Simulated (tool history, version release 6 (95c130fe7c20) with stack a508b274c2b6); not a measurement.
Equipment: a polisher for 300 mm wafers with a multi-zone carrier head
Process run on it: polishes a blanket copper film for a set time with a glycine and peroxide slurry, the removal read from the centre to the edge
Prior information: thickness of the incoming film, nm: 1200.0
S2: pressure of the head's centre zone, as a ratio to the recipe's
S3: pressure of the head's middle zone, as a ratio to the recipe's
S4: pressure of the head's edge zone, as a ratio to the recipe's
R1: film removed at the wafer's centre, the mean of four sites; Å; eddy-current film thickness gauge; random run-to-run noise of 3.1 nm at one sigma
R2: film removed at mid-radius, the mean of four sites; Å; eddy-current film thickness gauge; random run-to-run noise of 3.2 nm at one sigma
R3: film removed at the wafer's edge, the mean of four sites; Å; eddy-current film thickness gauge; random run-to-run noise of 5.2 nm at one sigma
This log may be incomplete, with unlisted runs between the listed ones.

Run 1, hour 0.0: flow of slurry (ml/min) 255, S2 1.00, S3 1.00, S4 1.00, polishing time (s) 66. Result: R1 3967.7 Å, R2 3938.9 Å, R3 4120.8 Å.
Run 2, hour 7.3: flow of slurry (ml/min) 255, S2 1.00, S3 1.00, S4 0.93, polishing time (s) 66. Result: R1 3937.9 Å, R2 3936.1 Å, R3 3987.0 Å.
Run 3, hour 9.9: flow of slurry (ml/min) 300, S2 1.00, S3 1.00, S4 0.93, polishing time (s) 66. Result: R1 4046.9 Å, R2 4024.5 Å, R3 4078.7 Å.
Run 4, hour 18.8: flow of slurry (ml/min) 315, S2 0.99, S3 1.02, S4 0.95, polishing time (s) 66. Result: R1 4025.6 Å, R2 4047.7 Å, R3 4156.2 Å.
Run 5, hour 27.8: flow of slurry (ml/min) 315, S2 0.99, S3 1.02, S4 0.91, polishing time (s) 66. Result: R1 3999.5 Å, R2 4130.4 Å, R3 4072.9 Å.
Run 6, hour 30.4: flow of slurry (ml/min) 315, S2 0.99, S3 1.02, S4 0.91, polishing time (s) 50. Result: R1 3041.1 Å, R2 3110.6 Å, R3 3085.7 Å.
Run 7, hour 35.7: flow of slurry (ml/min) 320, S2 0.99, S3 1.05, S4 0.95, polishing time (s) 54. Result: R1 3310.8 Å, R2 3422.7 Å, R3 3394.0 Å.
Run 8, hour 42.0: flow of slurry (ml/min) 325, S2 0.99, S3 1.08, S4 0.98, polishing time (s) 57. Result: R1 3513.2 Å, R2 3719.3 Å, R3 3651.7 Å.
Run 9, hour 48.4: flow of slurry (ml/min) 330, S2 0.99, S3 1.10, S4 1.02, polishing time (s) 59. Result: R1 3632.5 Å, R2 3931.9 Å, R3 3749.6 Å.
Run 10, hour 52.1: flow of slurry (ml/min) 335, S2 0.98, S3 1.10, S4 1.05, polishing time (s) 61. Result: R1 3674.4 Å, R2 4050.9 Å, R3 4045.6 Å.
Run 11, hour 60.6: flow of slurry (ml/min) 345, S2 0.99, S3 1.11, S4 1.07, polishing time (s) 62. Result: R1 3806.9 Å, R2 4141.0 Å, R3 4070.4 Å.

Forecast run 12:
Run 12, hour 65.4: flow of slurry (ml/min) 350, S2 0.99, S3 1.12, S4 1.09, polishing time (s) 63. Result: R1 ?, R2 ?, R3 ?.

Run 12 yielded R1 3851.2 Å, R2 4239.6 Å, R3 4172.8 Å.
